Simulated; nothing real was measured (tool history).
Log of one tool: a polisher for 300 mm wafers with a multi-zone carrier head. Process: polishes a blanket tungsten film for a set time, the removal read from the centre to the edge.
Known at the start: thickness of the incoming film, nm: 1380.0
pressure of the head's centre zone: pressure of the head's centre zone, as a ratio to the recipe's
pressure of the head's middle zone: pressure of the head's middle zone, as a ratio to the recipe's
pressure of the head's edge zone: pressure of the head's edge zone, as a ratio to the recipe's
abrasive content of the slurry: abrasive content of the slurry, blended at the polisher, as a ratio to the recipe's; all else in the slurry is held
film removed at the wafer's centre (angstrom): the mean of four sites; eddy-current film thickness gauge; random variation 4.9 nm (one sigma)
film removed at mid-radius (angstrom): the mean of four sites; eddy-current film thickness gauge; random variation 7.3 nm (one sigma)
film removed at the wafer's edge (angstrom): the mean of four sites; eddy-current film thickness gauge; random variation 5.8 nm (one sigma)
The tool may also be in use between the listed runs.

run,hour,flow of slurry (ml/min),pressure of the head's centre zone,pressure of the head's middle zone,pressure of the head's edge zone,abrasive content of the slurry,polishing time (s),film removed at the wafer's centre (angstrom),film removed at mid-radius (angstrom),film removed at the wafer's edge (angstrom)
1,0,235,1,1,1,1,85,4177.8,4248.9,4180.5
2,8.1,240,1.02,1.02,1.01,1.05,85,4320.3,4304.5,4267.2
3,9.3,245,1.04,1.04,1.01,1.1,86,4515.3,4514.6,4443.3
4,18,215,1.04,1.04,1.01,1.1,86,4427,4395.6,4281.7
5,22,215,1.04,0.97,1.01,1.1,86,4421.5,4030.5,4327.4
6,27.5,260,1.04,0.97,1.01,1.1,86,4514.5,4198.5,4381.7
7,29.6,265,1.06,0.99,1.01,1.15,86,4696.8,4253.5,4456.3
8,32.9,270,1.07,1.01,1.01,1.2,86,4740.1,4592.2,4559.6
9,38.5,270,1.07,1.01,1.01,1.2,86,4755.2,4381.1,4586.5

Forecast run 10:
10,45.5,275,1.09,1.03,1,1.2,86,?,?,?

{"run 10": {"film removed at the wafer's centre (angstrom)": 4849.5, "film removed at mid-radius (angstrom)": 4471.2, "film removed at the wafer's edge (angstrom)": 4421}}

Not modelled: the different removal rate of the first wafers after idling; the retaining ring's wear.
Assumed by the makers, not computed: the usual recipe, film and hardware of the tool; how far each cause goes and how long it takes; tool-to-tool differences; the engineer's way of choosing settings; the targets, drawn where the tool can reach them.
